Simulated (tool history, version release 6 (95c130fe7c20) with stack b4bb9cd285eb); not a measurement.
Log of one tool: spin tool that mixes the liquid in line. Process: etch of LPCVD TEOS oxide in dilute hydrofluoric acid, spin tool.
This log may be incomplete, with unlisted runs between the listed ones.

run,hour,temperature setpoint of the liquid (K),parts of water to one part of 49 % hydrofluoric acid (parts by volume),time under the liquid (s),thickness taken off the LPCVD TEOS oxide on a monitor wafer (angstrom)
1,0.0,296.15,135,100,178.18
2,4.2,294.15,145,100,152.13
3,6.4,294.15,145,80,120.64
4,7.2,294.15,145,100,150.56
5,13.0,294.15,175,100,120.82
6,17.6,293.65,175,100,117.16
7,22.4,293.15,175,100,116.87

Estimate the outcome of run 8 from the log above:
8,30.9,292.65,175,100,?

thickness taken off the LPCVD TEOS oxide on a monitor wafer (angstrom): 112.83
